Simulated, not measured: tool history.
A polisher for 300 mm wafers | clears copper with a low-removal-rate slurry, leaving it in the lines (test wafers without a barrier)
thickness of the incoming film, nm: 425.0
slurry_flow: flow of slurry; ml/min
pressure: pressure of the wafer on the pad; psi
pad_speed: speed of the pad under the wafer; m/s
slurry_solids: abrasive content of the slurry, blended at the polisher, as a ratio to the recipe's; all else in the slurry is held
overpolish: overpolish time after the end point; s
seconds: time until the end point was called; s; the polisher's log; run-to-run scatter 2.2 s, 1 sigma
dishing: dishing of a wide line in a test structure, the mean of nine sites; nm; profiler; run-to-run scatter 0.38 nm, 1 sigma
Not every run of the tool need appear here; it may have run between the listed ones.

Run 1, hour 0: slurry_flow 295 ml/min, pressure 3 psi, pad_speed 1.08 m/s, slurry_solids 1, overpolish 14 s. Result: seconds 114.49 s, dishing 37.98 nm.
Run 2, hour 9: slurry_flow 295 ml/min, pressure 3 psi, pad_speed 1.08 m/s, slurry_solids 0.9, overpolish 14 s. Result: seconds 116.02 s, dishing 36.858 nm.
Run 3, hour 11.3: slurry_flow 295 ml/min, pressure 3 psi, pad_speed 1.32 m/s, slurry_solids 0.9, overpolish 14 s. Result: seconds 95.544 s, dishing 44.032 nm.
Run 4, hour 16: slurry_flow 290 ml/min, pressure 2.5 psi, pad_speed 1.2 m/s, slurry_solids 0.9, overpolish 14 s. Result: seconds 122.05 s, dishing 35.328 nm.
Run 5, hour 20.4: slurry_flow 290 ml/min, pressure 2.2 psi, pad_speed 1.1 m/s, slurry_solids 0.9, overpolish 14 s. Result: seconds 144.73 s, dishing 30.499 nm.
Run 6, hour 25.4: slurry_flow 290 ml/min, pressure 2 psi, pad_speed 1.02 m/s, slurry_solids 0.9, overpolish 14 s. Result: seconds 165.08 s, dishing 27.615 nm.
Run 7, hour 28.2: slurry_flow 290 ml/min, pressure 1.8 psi, pad_speed 0.98 m/s, slurry_solids 0.9, overpolish 14 s. Result: seconds 184.8 s, dishing 24.318 nm.
Run 8, hour 29.2: slurry_flow 290 ml/min, pressure 1.7 psi, pad_speed 0.96 m/s, slurry_solids 0.9, overpolish 14 s. Result: seconds 193.59 s, dishing 23.055 nm.
Run 9, hour 36.5: slurry_flow 285 ml/min, pressure 1.4 psi, pad_speed 0.88 m/s, slurry_solids 0.9, overpolish 16 s. Result: seconds 244.07 s, dishing 21.597 nm.

Expected results for the next run?
Run 10, hour 41.9: slurry_flow 290 ml/min, pressure 1.4 psi, pad_speed 0.88 m/s, slurry_solids 0.9, overpolish 16 s. Result: seconds ?, dishing ?.

seconds: 246.77 s
dishing: 21.468 nm

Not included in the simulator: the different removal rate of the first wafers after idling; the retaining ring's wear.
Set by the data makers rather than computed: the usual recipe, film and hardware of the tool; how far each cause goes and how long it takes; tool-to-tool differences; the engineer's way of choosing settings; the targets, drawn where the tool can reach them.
